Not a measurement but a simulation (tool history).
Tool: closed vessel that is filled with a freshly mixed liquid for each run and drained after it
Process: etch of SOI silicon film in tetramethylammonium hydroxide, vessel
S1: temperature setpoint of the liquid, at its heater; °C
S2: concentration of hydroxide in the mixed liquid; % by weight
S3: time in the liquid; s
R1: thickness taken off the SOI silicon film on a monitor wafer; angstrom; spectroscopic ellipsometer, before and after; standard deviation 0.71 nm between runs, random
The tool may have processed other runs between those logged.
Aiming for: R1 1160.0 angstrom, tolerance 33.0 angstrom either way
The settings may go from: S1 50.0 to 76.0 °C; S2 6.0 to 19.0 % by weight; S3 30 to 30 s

run 1 hour=0.0 | S1=63.0 S2=12.5 S3=30 | R1=1468.5
run 2 hour=7.1 | S1=63.0 S2=14.5 S3=30 | R1=1374.8
run 3 hour=7.6 | S1=62.5 S2=14.5 S3=30 | R1=1329.4
run 4 hour=11.4 | S1=62.5 S2=12.0 S3=30 | R1=1457.4
run 5 hour=13.5 | S1=62.5 S2=9.5 S3=30 | R1=1593.8
run 6 hour=18.5 | S1=62.5 S2=8.0 S3=30 | R1=1672.8
run 7 hour=24.5 | S1=61.0 S2=8.0 S3=30 | R1=1546.0
run 8 hour=25.3 | S1=60.0 S2=8.0 S3=30 | R1=1450.2
run 9 hour=32.7 | S1=59.0 S2=8.0 S3=30 | R1=1348.3
run 10 hour=39.4 | S1=58.5 S2=8.0 S3=30 | R1=1318.4
run 11 hour=48.0 | S1=58.0 S2=8.0 S3=30 | R1=1273.1
run 12 hour=49.9 | S1=56.0 S2=8.0 S3=30 | R1=1116.6

Which single option among these 5 for the next run brings every result within its allowed miss of target? Just one does.
run A hour=51.8 | S1=55.5 S2=8.5 S3=30 | R1=?
run B hour=51.8 | S1=55.5 S2=9.5 S3=30 | R1=?
run C hour=51.8 | S1=58.5 S2=11.5 S3=30 | R1=?
run D hour=51.8 | S1=55.0 S2=8.0 S3=30 | R1=?
run E hour=51.8 | S1=55.0 S2=7.5 S3=30 | R1=?

move=A R1=1061.5
move=B R1=1019.4
move=C R1=1151.8
move=D R1=1048.1
move=E R1=1068.5
A: further off than the last run
B: further off than the last run
C: all results in spec
D: further off than the last run
E: further off than the last run
Move C is the one to make.

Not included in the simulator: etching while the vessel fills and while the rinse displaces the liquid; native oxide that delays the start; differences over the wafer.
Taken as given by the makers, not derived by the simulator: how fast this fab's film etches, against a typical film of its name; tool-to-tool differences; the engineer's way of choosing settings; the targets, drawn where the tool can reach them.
